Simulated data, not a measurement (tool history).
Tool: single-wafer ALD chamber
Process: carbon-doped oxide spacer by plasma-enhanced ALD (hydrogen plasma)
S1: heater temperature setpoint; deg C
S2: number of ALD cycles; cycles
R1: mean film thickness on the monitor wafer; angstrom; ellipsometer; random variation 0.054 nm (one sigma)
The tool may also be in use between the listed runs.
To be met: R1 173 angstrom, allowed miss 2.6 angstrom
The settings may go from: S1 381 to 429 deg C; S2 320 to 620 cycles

run	hour	S1	S2	R1
1	0	405	470	229.21
2	7.2	399	470	234.66
3	11.7	404	449	218.51
4	18.7	404	411	200.54
# hour 27.4: thermocouple changed; heater temperature recalibrated
5	27.4	408	404	196.11
6	31.8	398	404	201.7
7	39.7	402	396	197.07
8	40.4	406	390	190.27

4 next moves are on the table. One of them brings every result within its allowed miss. Which?
A	41.1	405	450	?
B	41.1	415	388	?
C	41.1	420	372	?
D	41.1	401	393	?

move	R1
A	220.39
B	183.42
C	172.7
D	195.14
A: further off than the last run
B: nearer than the last run, and not there yet
C: meets every target
D: further off than the last run
The right move is C.

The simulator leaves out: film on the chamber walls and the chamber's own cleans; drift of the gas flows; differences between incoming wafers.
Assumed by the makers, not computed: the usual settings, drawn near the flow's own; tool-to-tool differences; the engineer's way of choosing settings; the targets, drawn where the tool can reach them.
